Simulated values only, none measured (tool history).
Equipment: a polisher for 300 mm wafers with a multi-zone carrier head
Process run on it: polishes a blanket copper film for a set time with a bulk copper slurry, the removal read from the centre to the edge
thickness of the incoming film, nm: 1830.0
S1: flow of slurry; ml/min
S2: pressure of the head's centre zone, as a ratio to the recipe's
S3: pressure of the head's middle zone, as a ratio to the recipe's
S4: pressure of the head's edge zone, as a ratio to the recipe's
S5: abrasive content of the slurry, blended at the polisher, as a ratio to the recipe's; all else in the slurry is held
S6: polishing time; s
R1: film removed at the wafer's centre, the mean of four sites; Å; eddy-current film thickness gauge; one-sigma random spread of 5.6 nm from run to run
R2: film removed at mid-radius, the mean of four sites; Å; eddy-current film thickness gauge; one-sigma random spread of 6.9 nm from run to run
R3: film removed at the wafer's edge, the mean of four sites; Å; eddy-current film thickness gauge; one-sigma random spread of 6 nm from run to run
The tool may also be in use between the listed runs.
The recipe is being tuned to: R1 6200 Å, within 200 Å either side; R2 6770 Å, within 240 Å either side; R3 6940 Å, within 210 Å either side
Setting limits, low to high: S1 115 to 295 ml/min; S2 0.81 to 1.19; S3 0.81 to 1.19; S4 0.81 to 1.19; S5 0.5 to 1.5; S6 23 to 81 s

Run 1, day 0: S1 190 ml/min, S2 1, S3 1, S4 1, S5 1, S6 52 s. Result: R1 7512.5 Å, R2 7452.8 Å, R3 7472.2 Å.
Run 2, day 0.042: S1 190 ml/min, S2 1, S3 1, S4 1, S5 1, S6 59 s. Result: R1 8555 Å, R2 8457.5 Å, R3 8602.5 Å.
Run 3, day 0.304: S1 180 ml/min, S2 0.96, S3 0.98, S4 0.97, S5 0.85, S6 58 s. Result: R1 7695.6 Å, R2 7851 Å, R3 7888.5 Å.
Run 4, day 0.588: S1 170 ml/min, S2 0.92, S3 0.95, S4 0.95, S5 0.8, S6 58 s. Result: R1 7227.9 Å, R2 7578.3 Å, R3 7750.5 Å.
Run 5, day 0.646: S1 170 ml/min, S2 0.92, S3 0.95, S4 0.88, S5 0.8, S6 58 s. Result: R1 7190.9 Å, R2 7656.8 Å, R3 7374.9 Å.
Run 6, day 0.871: S1 170 ml/min, S2 0.92, S3 0.95, S4 0.88, S5 0.8, S6 67 s. Result: R1 8277.1 Å, R2 8653.2 Å, R3 8604.3 Å.
Run 7, day 1.046: S1 165 ml/min, S2 0.9, S3 0.92, S4 0.87, S5 0.7, S6 65 s. Result: R1 7683.7 Å, R2 7897.8 Å, R3 8109.3 Å.
Run 8, day 1.379: S1 160 ml/min, S2 0.88, S3 0.91, S4 0.86, S5 0.65, S6 64 s. Result: R1 7292 Å, R2 7585.7 Å, R3 7815.2 Å.
Run 9, day 1.754: S1 155 ml/min, S2 0.86, S3 0.91, S4 0.85, S5 0.6, S6 63 s. Result: R1 6704.3 Å, R2 7208.1 Å, R3 7359.6 Å.

Which single option among these 4 for the next run brings every result within its allowed miss of target? Just one does.
Run A, day 2.129: S1 115 ml/min, S2 0.97, S3 0.92, S4 0.91, S5 0.75, S6 54 s. Result: R1 ?, R2 ?, R3 ?.
Run B, day 2.129: S1 155 ml/min, S2 0.94, S3 0.88, S4 0.81, S5 0.55, S6 62 s. Result: R1 ?, R2 ?, R3 ?.
Run C, day 2.129: S1 180 ml/min, S2 0.84, S3 0.89, S4 0.86, S5 0.6, S6 58 s. Result: R1 ?, R2 ?, R3 ?.
Run D, day 2.129: S1 180 ml/min, S2 0.91, S3 1.04, S4 0.81, S5 0.5, S6 60 s. Result: R1 ?, R2 ?, R3 ?.

move      R1      R2      R3
   A  6501.8  6341.2  6540.8
   B  7238.9  6973.5    6968
   C  6319.6  6863.9  6923.7
   D  6852.5  7813.2  6723.6
A: closes in on the targets versus the last run, not all within tolerance yet
B: further off than the last run
C: meets every target
D: further off than the last run
The move that meets every target is C.

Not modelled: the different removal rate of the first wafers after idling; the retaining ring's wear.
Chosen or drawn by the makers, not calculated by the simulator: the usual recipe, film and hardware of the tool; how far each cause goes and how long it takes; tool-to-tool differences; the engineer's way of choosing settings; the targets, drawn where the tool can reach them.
